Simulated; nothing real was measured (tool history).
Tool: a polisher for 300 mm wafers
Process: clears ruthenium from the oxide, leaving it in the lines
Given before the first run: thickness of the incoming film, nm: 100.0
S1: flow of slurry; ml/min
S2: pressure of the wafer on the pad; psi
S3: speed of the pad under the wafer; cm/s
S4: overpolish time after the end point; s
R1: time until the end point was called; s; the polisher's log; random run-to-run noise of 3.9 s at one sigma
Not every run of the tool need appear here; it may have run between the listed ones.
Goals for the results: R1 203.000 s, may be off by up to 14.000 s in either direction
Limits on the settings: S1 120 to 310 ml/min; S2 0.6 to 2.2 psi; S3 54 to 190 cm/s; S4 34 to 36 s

Run 1, hour 0.0: S1 200 ml/min, S2 1.4 psi, S3 122 cm/s, S4 34 s. Result: R1 96.093 s.
Run 2, hour 8.2: S1 200 ml/min, S2 1.4 psi, S3 122 cm/s, S4 36 s. Result: R1 95.943 s.
Run 3, hour 14.8: S1 200 ml/min, S2 1.4 psi, S3 134 cm/s, S4 36 s. Result: R1 89.683 s.
Run 4, hour 20.0: S1 200 ml/min, S2 1.4 psi, S3 134 cm/s, S4 36 s. Result: R1 87.657 s.
Run 5, hour 23.0: S1 220 ml/min, S2 1.4 psi, S3 134 cm/s, S4 36 s. Result: R1 89.062 s.
Run 6, hour 30.2: S1 220 ml/min, S2 1.4 psi, S3 134 cm/s, S4 34 s. Result: R1 87.916 s.
Run 7, hour 31.6: S1 220 ml/min, S2 1.2 psi, S3 124 cm/s, S4 34 s. Result: R1 105.820 s.
Run 8, hour 38.9: S1 220 ml/min, S2 1.0 psi, S3 112 cm/s, S4 34 s. Result: R1 135.150 s.
Run 9, hour 44.8: S1 220 ml/min, S2 0.9 psi, S3 106 cm/s, S4 34 s. Result: R1 162.710 s.
Run 10, hour 52.5: S1 220 ml/min, S2 0.8 psi, S3 106 cm/s, S4 34 s. Result: R1 184.970 s.
Run 11, hour 54.0: S1 215 ml/min, S2 0.8 psi, S3 106 cm/s, S4 34 s. Result: R1 185.500 s.
Run 12, hour 55.2: S1 210 ml/min, S2 0.8 psi, S3 106 cm/s, S4 34 s. Result: R1 183.750 s.
Run 13, hour 58.1: S1 205 ml/min, S2 0.8 psi, S3 106 cm/s, S4 34 s. Result: R1 186.090 s.

Exactly one of the 4 candidate moves below puts every result within its allowed miss. Which one?
Run A, hour 61.0: S1 200 ml/min, S2 0.6 psi, S3 128 cm/s, S4 34 s. Result: R1 ?.
Run B, hour 61.0: S1 135 ml/min, S2 0.9 psi, S3 104 cm/s, S4 34 s. Result: R1 ?.
Run C, hour 61.0: S1 205 ml/min, S2 0.6 psi, S3 156 cm/s, S4 34 s. Result: R1 ?.
Run D, hour 61.0: S1 290 ml/min, S2 0.7 psi, S3 142 cm/s, S4 34 s. Result: R1 ?.

move       R1
   A  206.640
   B  175.550
   C  174.420
   D  157.980
A: every result within its allowed miss
B: lands further from the targets than the last run did
C: lands further from the targets than the last run did
D: lands further from the targets than the last run did
Go with A: it meets all targets.
